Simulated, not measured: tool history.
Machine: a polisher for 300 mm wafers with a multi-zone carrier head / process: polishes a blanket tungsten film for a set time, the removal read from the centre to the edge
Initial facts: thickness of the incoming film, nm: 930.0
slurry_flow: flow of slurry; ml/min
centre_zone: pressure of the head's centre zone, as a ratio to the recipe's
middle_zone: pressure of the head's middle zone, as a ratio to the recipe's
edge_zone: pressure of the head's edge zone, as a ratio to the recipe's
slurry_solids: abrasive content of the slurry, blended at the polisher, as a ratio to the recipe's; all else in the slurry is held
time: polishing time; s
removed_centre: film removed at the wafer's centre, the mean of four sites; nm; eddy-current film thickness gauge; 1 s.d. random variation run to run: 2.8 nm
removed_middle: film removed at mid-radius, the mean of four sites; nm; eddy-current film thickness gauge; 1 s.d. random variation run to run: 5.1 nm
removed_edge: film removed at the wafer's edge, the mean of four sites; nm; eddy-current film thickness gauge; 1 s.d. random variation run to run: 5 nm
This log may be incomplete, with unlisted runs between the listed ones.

run,day,slurry_flow,centre_zone,middle_zone,edge_zone,slurry_solids,time,removed_centre,removed_middle,removed_edge
1,0,275,1,1,1,1,38,282.92,286.36,293.27
2,0.333,275,0.98,1.04,1.05,1.15,42,316.28,334.7,340.24
3,0.596,335,0.98,1.04,1.05,1.15,42,326.49,339.79,344.74
4,0.917,335,0.98,1.04,1.05,1.15,37,286.69,300.04,303.26
5,1.138,305,0.98,1.04,1.05,1.15,37,283.48,304.46,305.81
6,1.408,305,0.98,1.04,1.09,1.15,37,282.28,300.98,305.72
7,1.479,280,0.96,1.07,1.1,1.25,42,319.24,357.54,360.74
8,1.533,275,0.96,1.17,1.18,1.5,51,402.99,488.73,472.06

For run 9, what comes out?
9,1.675,280,0.95,1.17,1.18,1.5,51,?,?,?

removed_centre: 403.61 nm
removed_middle: 486.79 nm
removed_edge: 475.05 nm
